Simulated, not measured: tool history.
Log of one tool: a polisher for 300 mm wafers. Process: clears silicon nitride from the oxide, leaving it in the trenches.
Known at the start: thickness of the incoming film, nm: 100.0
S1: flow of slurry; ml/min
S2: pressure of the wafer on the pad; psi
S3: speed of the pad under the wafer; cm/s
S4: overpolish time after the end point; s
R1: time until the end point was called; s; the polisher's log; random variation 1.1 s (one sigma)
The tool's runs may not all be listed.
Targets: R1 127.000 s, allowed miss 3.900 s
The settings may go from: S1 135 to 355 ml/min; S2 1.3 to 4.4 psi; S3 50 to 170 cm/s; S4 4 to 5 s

{"run": 1, "hour": 0.0, "S1": 225, "S2": 2.8, "S3": 110, "S4": 5, "R1": 109.17}
{"run": 2, "hour": 4.9, "S1": 225, "S2": 2.8, "S3": 138, "S4": 5, "R1": 86.201}
{"run": 3, "hour": 5.7, "S1": 225, "S2": 2.8, "S3": 150, "S4": 5, "R1": 80.906}
{"run": 4, "hour": 6.6, "S1": 225, "S2": 2.6, "S3": 150, "S4": 5, "R1": 87.656}
{"run": 5, "hour": 8.6, "S1": 225, "S2": 2.6, "S3": 162, "S4": 5, "R1": 80.462}
{"run": 6, "hour": 13.4, "S1": 225, "S2": 2.5, "S3": 162, "S4": 5, "R1": 82.617}
{"run": 7, "hour": 14.8, "S1": 225, "S2": 2.4, "S3": 162, "S4": 5, "R1": 87.046}
{"run": 8, "hour": 19.9, "S1": 225, "S2": 2.3, "S3": 162, "S4": 5, "R1": 91.259}
{"run": 9, "hour": 21.9, "S1": 225, "S2": 2.2, "S3": 162, "S4": 5, "R1": 95.496}
{"hour": 30.9, "done": "slurry nozzle cleaned"}
{"run": 10, "hour": 30.9, "S1": 225, "S2": 2.1, "S3": 162, "S4": 5, "R1": 96.72}
{"run": 11, "hour": 37.7, "S1": 225, "S2": 2.0, "S3": 162, "S4": 5, "R1": 102.4}
{"run": 12, "hour": 40.8, "S1": 225, "S2": 1.9, "S3": 162, "S4": 5, "R1": 106.14}

5 next moves are on the table. One of them brings every result within its allowed miss. Which?
{"run": "A", "hour": 43.9, "S1": 235, "S2": 2.4, "S3": 140, "S4": 5, "R1": "?"}
{"run": "B", "hour": 43.9, "S1": 260, "S2": 1.8, "S3": 150, "S4": 5, "R1": "?"}
{"run": "C", "hour": 43.9, "S1": 210, "S2": 1.6, "S3": 162, "S4": 5, "R1": "?"}
{"run": "D", "hour": 43.9, "S1": 245, "S2": 1.8, "S3": 160, "S4": 4, "R1": "?"}
{"run": "E", "hour": 43.9, "S1": 215, "S2": 1.8, "S3": 166, "S4": 5, "R1": "?"}

move=A R1=96.418
move=B R1=117.920
move=C R1=124.290
move=D R1=111.180
move=E R1=108.300
A: further off than the last run
B: nearer than the last run, and not there yet
C: meets every target
D: nearer than the last run, and not there yet
E: nearer than the last run, and not there yet
Move C is the one to make.

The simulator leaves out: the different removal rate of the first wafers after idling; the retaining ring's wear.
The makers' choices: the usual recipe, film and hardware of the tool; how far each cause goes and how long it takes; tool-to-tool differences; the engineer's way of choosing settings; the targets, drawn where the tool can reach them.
